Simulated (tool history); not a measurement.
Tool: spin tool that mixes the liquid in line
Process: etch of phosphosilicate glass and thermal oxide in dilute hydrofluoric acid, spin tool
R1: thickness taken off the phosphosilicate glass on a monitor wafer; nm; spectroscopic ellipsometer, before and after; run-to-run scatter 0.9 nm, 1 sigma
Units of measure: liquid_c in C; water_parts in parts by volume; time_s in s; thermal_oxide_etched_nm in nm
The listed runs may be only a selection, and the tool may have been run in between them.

{"run": 1, "hour": 0.0, "liquid_c": 25, "water_parts": 70, "time_s": 30, "R1": 59.641, "thermal_oxide_etched_nm": 2.3288}
{"run": 2, "hour": 5.4, "liquid_c": 23, "water_parts": 70, "time_s": 30, "R1": 54.851, "thermal_oxide_etched_nm": 2.1473}
{"run": 3, "hour": 14.0, "liquid_c": 24.5, "water_parts": 70, "time_s": 30, "R1": 58.196, "thermal_oxide_etched_nm": 2.3068}
{"run": 4, "hour": 16.0, "liquid_c": 25.5, "water_parts": 70, "time_s": 30, "R1": 60.778, "thermal_oxide_etched_nm": 2.3851}
{"run": 5, "hour": 20.5, "liquid_c": 26.5, "water_parts": 70, "time_s": 30, "R1": 64.08, "thermal_oxide_etched_nm": 2.5128}
{"run": 6, "hour": 27.8, "liquid_c": 25, "water_parts": 70, "time_s": 30, "R1": 59.507, "thermal_oxide_etched_nm": 2.2862}
{"run": 7, "hour": 31.1, "liquid_c": 26, "water_parts": 70, "time_s": 30, "R1": 62.259, "thermal_oxide_etched_nm": 2.4139}
{"run": 8, "hour": 34.3, "liquid_c": 27, "water_parts": 70, "time_s": 30, "R1": 64.5, "thermal_oxide_etched_nm": 2.5139}
{"run": 9, "hour": 35.4, "liquid_c": 28, "water_parts": 70, "time_s": 30, "R1": 68.183, "thermal_oxide_etched_nm": 2.6398}
{"run": 10, "hour": 35.9, "liquid_c": 28.5, "water_parts": 70, "time_s": 30, "R1": 67.84, "thermal_oxide_etched_nm": 2.6553}
{"run": 11, "hour": 37.3, "liquid_c": 29, "water_parts": 70, "time_s": 30, "R1": 70.549, "thermal_oxide_etched_nm": 2.7706}

Run 12 has not been measured yet. What should we expect?
{"run": 12, "hour": 43.6, "liquid_c": 29.5, "water_parts": 70, "time_s": 30, "R1": "?", "thermal_oxide_etched_nm": "?"}

R1: 71.09 nm
thermal_oxide_etched_nm: 2.8347 nm

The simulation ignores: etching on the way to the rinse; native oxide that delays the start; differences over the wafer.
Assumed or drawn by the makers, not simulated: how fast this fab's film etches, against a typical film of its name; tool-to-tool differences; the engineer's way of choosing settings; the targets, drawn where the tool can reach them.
